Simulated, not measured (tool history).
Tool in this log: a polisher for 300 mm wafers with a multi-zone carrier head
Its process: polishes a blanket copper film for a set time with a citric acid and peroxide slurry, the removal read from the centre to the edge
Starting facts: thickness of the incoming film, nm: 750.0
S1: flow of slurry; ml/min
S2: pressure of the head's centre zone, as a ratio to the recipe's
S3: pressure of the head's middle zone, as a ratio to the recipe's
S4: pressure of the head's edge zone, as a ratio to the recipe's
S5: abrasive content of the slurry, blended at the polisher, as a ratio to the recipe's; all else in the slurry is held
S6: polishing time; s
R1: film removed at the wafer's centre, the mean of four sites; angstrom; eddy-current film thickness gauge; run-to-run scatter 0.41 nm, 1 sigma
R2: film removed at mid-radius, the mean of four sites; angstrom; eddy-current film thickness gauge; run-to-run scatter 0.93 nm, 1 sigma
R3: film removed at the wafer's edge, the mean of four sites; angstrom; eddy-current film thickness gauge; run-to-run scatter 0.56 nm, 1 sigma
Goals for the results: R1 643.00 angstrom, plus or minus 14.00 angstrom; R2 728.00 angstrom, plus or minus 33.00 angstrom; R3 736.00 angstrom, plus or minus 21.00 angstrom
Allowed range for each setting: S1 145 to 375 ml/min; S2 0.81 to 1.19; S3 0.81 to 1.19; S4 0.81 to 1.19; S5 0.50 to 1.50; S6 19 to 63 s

run	day	S1	S2	S3	S4	S5	S6	R1	R2	R3
1	0.000	240	1.00	1.00	1.00	1.00	41	1198.70	1217.40	1171.50
2	0.112	205	1.00	1.00	1.00	1.00	41	1171.30	1214.40	1163.50
3	0.488	200	0.96	0.97	0.98	0.90	38	1006.70	1058.90	1037.00
4	0.579	200	0.96	0.97	0.91	0.90	38	1014.10	1069.90	1012.10
5	0.896	200	0.96	0.89	0.91	0.90	38	1024.90	1011.50	1008.90
6	1.212	200	0.96	0.89	0.91	1.10	38	1062.60	1033.10	1047.80
7	1.479	160	0.86	0.83	0.88	0.85	27	616.33	648.26	686.46
8	1.542	170	0.86	0.85	0.89	0.85	27	624.31	667.31	694.01

Exactly one of the 5 candidate moves below puts every result within its allowed miss. Which one?
A	1.604	200	0.81	0.96	0.86	0.85	29	?	?	?
B	1.604	165	0.82	0.92	0.87	0.85	31	?	?	?
C	1.604	145	0.82	0.81	0.93	1.20	26	?	?	?
D	1.604	170	0.87	0.81	0.98	0.90	27	?	?	?
E	1.604	225	0.82	0.87	0.90	1.00	27	?	?	?

move	R1	R2	R3
A	650.62	792.31	730.24
B	682.34	800.04	768.91
C	596.54	644.75	699.26
D	640.53	649.77	716.57
E	642.66	722.11	723.56
A: gets the furthest-off result to its target, but another result is out of tolerance
B: the result that was furthest off in the last run now lies on the other side of its target
C: further off than the last run
D: gets the furthest-off result to its target, but another result is out of tolerance
E: every result within its allowed miss
The move that meets every target is E.
